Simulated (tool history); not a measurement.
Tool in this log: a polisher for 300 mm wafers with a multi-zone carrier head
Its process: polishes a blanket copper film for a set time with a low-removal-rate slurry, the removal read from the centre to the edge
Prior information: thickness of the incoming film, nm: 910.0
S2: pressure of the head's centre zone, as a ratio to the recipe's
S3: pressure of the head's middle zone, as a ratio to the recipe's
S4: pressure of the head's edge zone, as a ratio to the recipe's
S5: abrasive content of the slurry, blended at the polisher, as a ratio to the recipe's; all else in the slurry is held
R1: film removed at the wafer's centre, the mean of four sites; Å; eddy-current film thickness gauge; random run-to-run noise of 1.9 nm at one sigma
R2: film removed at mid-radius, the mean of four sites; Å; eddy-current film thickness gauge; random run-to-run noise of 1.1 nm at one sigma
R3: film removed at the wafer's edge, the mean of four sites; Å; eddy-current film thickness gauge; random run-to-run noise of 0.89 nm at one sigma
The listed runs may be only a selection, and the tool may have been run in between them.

Run 1, hour 0.0: flow of slurry (ml/min) 145, S2 1.00, S3 1.00, S4 1.00, S5 1.00, polishing time (s) 40. Result: R1 1657.3 Å, R2 1666.4 Å, R3 1645.0 Å.
Run 2, hour 6.5: flow of slurry (ml/min) 110, S2 1.00, S3 1.00, S4 1.00, S5 1.00, polishing time (s) 40. Result: R1 1574.8 Å, R2 1597.6 Å, R3 1587.2 Å.
Run 3, hour 15.5: flow of slurry (ml/min) 110, S2 1.00, S3 1.08, S4 1.00, S5 1.00, polishing time (s) 40. Result: R1 1561.3 Å, R2 1732.4 Å, R3 1568.4 Å.
Run 4, hour 16.3: flow of slurry (ml/min) 110, S2 1.00, S3 1.08, S4 0.95, S5 1.00, polishing time (s) 40. Result: R1 1542.9 Å, R2 1703.3 Å, R3 1555.6 Å.
Run 5, hour 17.4: flow of slurry (ml/min) 105, S2 1.00, S3 1.07, S4 0.94, S5 1.00, polishing time (s) 40. Result: R1 1571.6 Å, R2 1683.0 Å, R3 1544.5 Å.
Run 6, hour 21.6: flow of slurry (ml/min) 105, S2 1.00, S3 1.07, S4 1.03, S5 1.00, polishing time (s) 40. Result: R1 1557.3 Å, R2 1689.7 Å, R3 1570.6 Å.
Run 7, hour 22.9: flow of slurry (ml/min) 100, S2 1.00, S3 1.07, S4 1.02, S5 0.95, polishing time (s) 40. Result: R1 1501.8 Å, R2 1637.0 Å, R3 1553.7 Å.
Run 8, hour 24.6: flow of slurry (ml/min) 100, S2 1.01, S3 1.07, S4 1.00, S5 0.95, polishing time (s) 40. Result: R1 1538.5 Å, R2 1665.7 Å, R3 1538.7 Å.
Run 9, hour 31.6: flow of slurry (ml/min) 100, S2 1.01, S3 1.06, S4 0.99, S5 0.95, polishing time (s) 40. Result: R1 1517.2 Å, R2 1636.3 Å, R3 1548.0 Å.
Run 10, hour 38.4: flow of slurry (ml/min) 100, S2 1.02, S3 1.06, S4 0.97, S5 0.95, polishing time (s) 40. Result: R1 1589.7 Å, R2 1647.5 Å, R3 1545.7 Å.
Run 11, hour 40.8: flow of slurry (ml/min) 100, S2 1.01, S3 1.06, S4 0.96, S5 0.90, polishing time (s) 40. Result: R1 1488.4 Å, R2 1613.7 Å, R3 1509.4 Å.
Run 12, hour 44.6: flow of slurry (ml/min) 100, S2 1.01, S3 1.06, S4 0.95, S5 0.90, polishing time (s) 40. Result: R1 1512.3 Å, R2 1601.8 Å, R3 1504.4 Å.

Forecast run 13:
Run 13, hour 50.6: flow of slurry (ml/min) 100, S2 1.01, S3 1.06, S4 0.94, S5 0.90, polishing time (s) 40. Result: R1 ?, R2 ?, R3 ?.

R1: 1505.8 Å
R2: 1602.0 Å
R3: 1488.1 Å

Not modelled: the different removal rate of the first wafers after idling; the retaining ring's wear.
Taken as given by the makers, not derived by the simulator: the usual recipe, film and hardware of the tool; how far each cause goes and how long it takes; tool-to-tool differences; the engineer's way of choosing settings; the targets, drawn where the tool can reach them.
